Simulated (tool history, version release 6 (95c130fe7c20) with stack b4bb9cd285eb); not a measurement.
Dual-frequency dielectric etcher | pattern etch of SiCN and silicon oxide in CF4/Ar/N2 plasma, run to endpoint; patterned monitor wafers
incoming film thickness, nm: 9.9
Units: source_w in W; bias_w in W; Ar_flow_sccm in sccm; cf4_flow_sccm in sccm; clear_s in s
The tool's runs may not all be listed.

run    day  source_w  bias_w  Ar_flow_sccm  cf4_flow_sccm  clear_s
  1  0.000       510      74            85             79   9.5698
  2  0.058       460      72            86             79  10.8550
  3  0.392       460      72            76             79  10.7780
  4  0.729       540      72            76             79   9.0040
  5  1.054       490      71            76             79   9.9814
  6  1.233       450      70            76             79  11.0380
  7  1.579       420      70            76             79  11.8210
  8  1.650       400      70            76             79  12.5200
  9  1.908       390      70            76             79  12.9860

Run 10 comes next. What will it give?
 10  2.175       380      70            76             79        ?

{"run 10": {"clear_s": 13.306}}

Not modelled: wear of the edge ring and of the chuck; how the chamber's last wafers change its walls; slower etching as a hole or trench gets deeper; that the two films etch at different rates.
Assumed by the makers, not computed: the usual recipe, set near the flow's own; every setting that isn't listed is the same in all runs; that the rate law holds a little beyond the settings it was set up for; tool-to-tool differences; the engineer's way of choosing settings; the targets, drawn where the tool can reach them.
